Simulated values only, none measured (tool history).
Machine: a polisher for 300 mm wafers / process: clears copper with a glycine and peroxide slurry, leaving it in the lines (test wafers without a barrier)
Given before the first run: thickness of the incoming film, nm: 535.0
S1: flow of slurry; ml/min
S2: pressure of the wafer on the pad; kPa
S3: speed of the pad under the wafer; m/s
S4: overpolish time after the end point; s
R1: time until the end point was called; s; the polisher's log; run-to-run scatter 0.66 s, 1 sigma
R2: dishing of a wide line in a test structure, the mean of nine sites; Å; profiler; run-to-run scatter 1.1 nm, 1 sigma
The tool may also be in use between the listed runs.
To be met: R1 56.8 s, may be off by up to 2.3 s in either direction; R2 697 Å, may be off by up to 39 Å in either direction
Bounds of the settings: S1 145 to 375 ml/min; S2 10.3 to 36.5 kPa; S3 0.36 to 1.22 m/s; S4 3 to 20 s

run	day	S1	S2	S3	S4	R1	R2
1	0	240	23.4	0.78	10	101.28	349.14
2	0.142	240	23.4	0.88	10	91.115	380.62
3	0.221	240	20	0.88	10	100.04	368.38
4	0.254	240	22.8	0.92	11	88.491	432.18
5	0.312	240	25.5	0.94	11	82.375	446.97
6	0.654	240	27.6	0.98	11	76.409	474.91
7	1.012	240	29	1	11	72.68	487.73
8	1.058	240	30.3	1.02	11	69.645	511.7
9	1.425	240	31.7	1.04	11	67.339	523.77

Below are 5 possible settings for the next run. Only one of them brings all results inside the allowed miss of their targets. Which is it?
A	1.792	175	22.8	0.98	10	?	?
B	1.792	165	26.2	1.06	7	?	?
C	1.792	235	35.9	1.1	8	?	?
D	1.792	260	31	0.88	12	?	?
E	1.792	160	33.8	1.22	14	?	?

move	R1	R2
A	87.499	388.78
B	76.19	325.61
C	59.302	447.95
D	78.192	494.46
E	57.97	673.56
A: further off than the last run
B: further off than the last run
C: further off than the last run
D: further off than the last run
E: every result within its allowed miss
Correct choice: E, which meets every target

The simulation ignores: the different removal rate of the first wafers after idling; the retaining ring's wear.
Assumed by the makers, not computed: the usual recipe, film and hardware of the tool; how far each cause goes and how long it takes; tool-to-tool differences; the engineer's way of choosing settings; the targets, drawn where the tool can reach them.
